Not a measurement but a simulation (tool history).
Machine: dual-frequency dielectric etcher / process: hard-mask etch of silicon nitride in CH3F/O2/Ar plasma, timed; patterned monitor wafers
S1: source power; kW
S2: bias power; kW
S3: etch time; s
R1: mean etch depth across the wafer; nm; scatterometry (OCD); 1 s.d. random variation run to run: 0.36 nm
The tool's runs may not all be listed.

{"run": 1, "hour": 0.0, "S1": 0.43, "S2": 0.062, "S3": 84.5, "R1": 59.847}
{"run": 2, "hour": 1.6, "S1": 0.47, "S2": 0.063, "S3": 84.5, "R1": 62.755}
{"run": 3, "hour": 6.8, "S1": 0.51, "S2": 0.063, "S3": 84.5, "R1": 65.31}
{"run": 4, "hour": 13.0, "S1": 0.48, "S2": 0.063, "S3": 84.5, "R1": 63.334}
{"run": 5, "hour": 15.6, "S1": 0.5, "S2": 0.064, "S3": 84.5, "R1": 64.331}
{"run": 6, "hour": 21.3, "S1": 0.52, "S2": 0.065, "S3": 84.5, "R1": 66.836}

Estimate the outcome of run 7 from the log above:
{"run": 7, "hour": 28.4, "S1": 0.52, "S2": 0.065, "S3": 84.5, "R1": "?"}

For run 7 the tool returned R1 66.418 nm.
